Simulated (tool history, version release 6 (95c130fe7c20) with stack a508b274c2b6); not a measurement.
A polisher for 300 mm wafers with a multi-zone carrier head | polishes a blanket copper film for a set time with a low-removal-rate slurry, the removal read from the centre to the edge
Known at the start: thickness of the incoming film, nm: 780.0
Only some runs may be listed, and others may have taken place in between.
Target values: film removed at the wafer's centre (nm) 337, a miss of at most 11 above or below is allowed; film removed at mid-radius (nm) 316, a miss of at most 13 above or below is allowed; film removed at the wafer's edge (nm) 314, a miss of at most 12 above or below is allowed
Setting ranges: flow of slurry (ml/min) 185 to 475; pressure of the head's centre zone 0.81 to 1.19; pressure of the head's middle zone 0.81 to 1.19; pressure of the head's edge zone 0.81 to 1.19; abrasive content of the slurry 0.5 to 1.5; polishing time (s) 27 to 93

| run | hour | flow of slurry (ml/min) | pressure of the head's centre zone | pressure of the head's middle zone | pressure of the head's edge zone | abrasive content of the slurry | polishing time (s) | film removed at the wafer's centre (nm) | film removed at mid-radius (nm) | film removed at the wafer's edge (nm) |
|---|---|---|---|---|---|---|---|---|---|---|
| 1 | 0 | 305 | 1 | 1 | 1 | 1 | 59 | 214.29 | 213.87 | 212.42 |
| 2 | 6.3 | 310 | 1.04 | 1.02 | 1.04 | 1.15 | 63 | 240.21 | 238.1 | 238.41 |
| 3 | 10.1 | 310 | 0.98 | 1.02 | 1.04 | 1.15 | 63 | 227.77 | 240.53 | 236.34 |
| 4 | 11.3 | 320 | 1.04 | 1.04 | 1.06 | 1.25 | 67 | 259.31 | 269.41 | 255.56 |
| 5 | 16.3 | 320 | 1.11 | 1.04 | 1.06 | 1.25 | 67 | 278.3 | 258.81 | 257.66 |
| 6 | 20.6 | 320 | 1.08 | 1.04 | 1.06 | 1.25 | 67 | 269.99 | 259.48 | 255.17 |
| 7 | 25.4 | 315 | 1.09 | 1.04 | 1.08 | 1.3 | 70 | 284.92 | 273.41 | 268.81 |
| 8 | 33.8 | 330 | 1.1 | 1.04 | 1.1 | 1.35 | 72 | 299.11 | 288.02 | 286.7 |
| 9 | 37 | 340 | 1.12 | 1.05 | 1.11 | 1.4 | 73 | 309.74 | 292.04 | 291.83 |
| 10 | 42.6 | 340 | 1.13 | 1.06 | 1.12 | 1.45 | 74 | 314.32 | 306.18 | 297.32 |
| 11 | 44 | 345 | 1.14 | 1.06 | 1.13 | 1.45 | 75 | 329.51 | 310.81 | 304.21 |
| 12 | 46.5 | 345 | 1.14 | 1.06 | 1.14 | 1.45 | 75 | 326.74 | 313.15 | 303.92 |
| 13 | 53.3 | 345 | 1.14 | 1.05 | 1.15 | 1.45 | 75 | 324.82 | 304.76 | 299.5 |

4 candidate next runs follow, results not yet known. Just one meets every target within its allowed miss. Identify it.
| A | 60.1 | 410 | 1.19 | 1.19 | 1.17 | 1.3 | 76 | ? | ? | ? |
| B | 60.1 | 305 | 1.19 | 1.14 | 1.14 | 1.35 | 68 | ? | ? | ? |
| C | 60.1 | 420 | 1.03 | 1.07 | 1.16 | 1.5 | 75 | ? | ? | ? |
| D | 60.1 | 300 | 1.06 | 0.95 | 0.95 | 1.5 | 84 | ? | ? | ? |

| move | film removed at the wafer's centre (nm) | film removed at mid-radius (nm) | film removed at the wafer's edge (nm) |
|---|---|---|---|
| A | 344.33 | 340.75 | 315.59 |
| B | 300.96 | 287.85 | 274.78 |
| C | 306.35 | 315.06 | 318.44 |
| D | 340.18 | 309.68 | 316.14 |
A: meets the target for the result that was furthest off, but another lies outside its allowed miss
B: the biggest miss grows against the last run
C: meets the target for the result that was furthest off, but another lies outside its allowed miss
D: all results in spec
The right move is D.
